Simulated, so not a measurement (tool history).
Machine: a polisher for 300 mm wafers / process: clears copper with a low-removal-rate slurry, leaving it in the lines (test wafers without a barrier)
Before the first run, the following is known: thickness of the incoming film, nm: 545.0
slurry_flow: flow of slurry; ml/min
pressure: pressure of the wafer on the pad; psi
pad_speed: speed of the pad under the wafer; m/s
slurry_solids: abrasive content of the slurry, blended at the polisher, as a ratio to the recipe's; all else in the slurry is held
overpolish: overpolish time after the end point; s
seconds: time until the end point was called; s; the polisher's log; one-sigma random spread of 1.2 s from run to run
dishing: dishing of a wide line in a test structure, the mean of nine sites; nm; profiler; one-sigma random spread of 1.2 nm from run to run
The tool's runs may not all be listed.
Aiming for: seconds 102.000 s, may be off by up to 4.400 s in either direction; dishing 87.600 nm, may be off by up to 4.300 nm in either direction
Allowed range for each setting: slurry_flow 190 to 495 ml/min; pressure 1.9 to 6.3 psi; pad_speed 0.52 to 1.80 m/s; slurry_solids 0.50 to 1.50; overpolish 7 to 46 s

{"run": 1, "hour": 0.0, "slurry_flow": 320, "pressure": 4.1, "pad_speed": 1.16, "slurry_solids": 1.0, "overpolish": 24, "seconds": 131.17, "dishing": 65.122}
{"run": 2, "hour": 8.6, "slurry_flow": 320, "pressure": 4.1, "pad_speed": 1.16, "slurry_solids": 1.0, "overpolish": 17, "seconds": 129.38, "dishing": 50.454}
{"run": 3, "hour": 10.1, "slurry_flow": 320, "pressure": 4.4, "pad_speed": 1.16, "slurry_solids": 1.0, "overpolish": 19, "seconds": 123.66, "dishing": 56.686}
{"run": 4, "hour": 14.3, "slurry_flow": 320, "pressure": 4.0, "pad_speed": 1.16, "slurry_solids": 1.0, "overpolish": 19, "seconds": 129.76, "dishing": 52.454}
{"run": 5, "hour": 19.0, "slurry_flow": 320, "pressure": 4.4, "pad_speed": 1.16, "slurry_solids": 1.0, "overpolish": 20, "seconds": 121.03, "dishing": 57.752}
{"run": 6, "hour": 21.9, "slurry_flow": 320, "pressure": 4.6, "pad_speed": 1.18, "slurry_solids": 1.0, "overpolish": 22, "seconds": 116.18, "dishing": 67.338}
{"hour": 23.3, "done": "slurry nozzle cleaned"}
{"run": 7, "hour": 23.3, "slurry_flow": 320, "pressure": 4.8, "pad_speed": 1.18, "slurry_solids": 1.0, "overpolish": 23, "seconds": 109.28, "dishing": 72.825}
{"run": 8, "hour": 29.6, "slurry_flow": 320, "pressure": 4.9, "pad_speed": 1.18, "slurry_solids": 1.0, "overpolish": 24, "seconds": 104.91, "dishing": 76.176}
{"run": 9, "hour": 35.1, "slurry_flow": 320, "pressure": 4.9, "pad_speed": 1.18, "slurry_solids": 1.0, "overpolish": 25, "seconds": 107.18, "dishing": 78.234}
{"run": 10, "hour": 36.6, "slurry_flow": 320, "pressure": 5.0, "pad_speed": 1.18, "slurry_solids": 1.0, "overpolish": 26, "seconds": 106.44, "dishing": 83.313}

Which single option among these 4 for the next run brings every result within its allowed miss of target? Just one does.
{"run": "A", "hour": 38.1, "slurry_flow": 375, "pressure": 5.2, "pad_speed": 1.16, "slurry_solids": 1.1, "overpolish": 27, "seconds": "?", "dishing": "?"}
{"run": "B", "hour": 38.1, "slurry_flow": 400, "pressure": 5.9, "pad_speed": 1.1, "slurry_solids": 0.85, "overpolish": 31, "seconds": "?", "dishing": "?"}
{"run": "C", "hour": 38.1, "slurry_flow": 345, "pressure": 5.4, "pad_speed": 1.26, "slurry_solids": 1.05, "overpolish": 27, "seconds": "?", "dishing": "?"}
{"run": "D", "hour": 38.1, "slurry_flow": 290, "pressure": 6.0, "pad_speed": 1.16, "slurry_solids": 1.25, "overpolish": 28, "seconds": "?", "dishing": "?"}

move=A seconds=102.420 dishing=89.623
move=B seconds=103.970 dishing=98.860
move=C seconds=93.474 dishing=96.067
move=D seconds=90.154 dishing=101.910
A: every result within its allowed miss
B: the worst result of the last run now meets its target, but another is out of spec
C: takes the result that was furthest off past its target
D: takes the result that was furthest off past its target
Correct choice: A, which meets every target

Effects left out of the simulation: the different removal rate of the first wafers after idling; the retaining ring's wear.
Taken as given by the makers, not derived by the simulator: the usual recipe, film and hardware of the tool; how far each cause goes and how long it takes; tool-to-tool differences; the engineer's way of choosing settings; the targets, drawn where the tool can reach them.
